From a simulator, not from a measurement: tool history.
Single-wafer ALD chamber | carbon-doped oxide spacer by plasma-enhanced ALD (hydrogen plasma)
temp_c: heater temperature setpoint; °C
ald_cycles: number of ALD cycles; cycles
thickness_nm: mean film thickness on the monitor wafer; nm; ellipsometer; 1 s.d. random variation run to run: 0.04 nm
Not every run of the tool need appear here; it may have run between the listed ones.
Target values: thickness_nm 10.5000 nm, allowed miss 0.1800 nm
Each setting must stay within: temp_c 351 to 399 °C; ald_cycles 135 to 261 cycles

Run 1, hour 0.0: temp_c 375 °C, ald_cycles 198 cycles. Result: thickness_nm 9.4544 nm.
Run 2, hour 4.0: temp_c 375 °C, ald_cycles 202 cycles. Result: thickness_nm 9.6129 nm.
Run 3, hour 9.6: temp_c 375 °C, ald_cycles 206 cycles. Result: thickness_nm 9.8199 nm.
Run 4, hour 18.6: temp_c 375 °C, ald_cycles 209 cycles. Result: thickness_nm 9.9682 nm.
Run 5, hour 25.0: temp_c 368 °C, ald_cycles 209 cycles. Result: thickness_nm 10.0050 nm.
Run 6, hour 30.3: temp_c 368 °C, ald_cycles 211 cycles. Result: thickness_nm 10.0260 nm.
Run 7, hour 33.3: temp_c 368 °C, ald_cycles 213 cycles. Result: thickness_nm 10.1630 nm.
Run 8, hour 35.7: temp_c 368 °C, ald_cycles 214 cycles. Result: thickness_nm 10.1480 nm.
Run 9, hour 38.3: temp_c 368 °C, ald_cycles 216 cycles. Result: thickness_nm 10.3150 nm.

Which one of the following 5 next-run settings gets every result inside its allowed miss? There is exactly one.
Run A, hour 40.9: temp_c 381 °C, ald_cycles 212 cycles. Result: thickness_nm ?.
Run B, hour 40.9: temp_c 363 °C, ald_cycles 220 cycles. Result: thickness_nm ?.
Run C, hour 40.9: temp_c 364 °C, ald_cycles 214 cycles. Result: thickness_nm ?.
Run D, hour 40.9: temp_c 376 °C, ald_cycles 214 cycles. Result: thickness_nm ?.
Run E, hour 40.9: temp_c 379 °C, ald_cycles 213 cycles. Result: thickness_nm ?.

move  thickness_nm
   A       10.0880
   B       10.4680
   C       10.1830
   D       10.1830
   E       10.1350
A: misses by more than the last run did
B: hits every target within its allowed miss
C: misses by more than the last run did
D: misses by more than the last run did
E: misses by more than the last run did
Correct choice: B, which meets every target
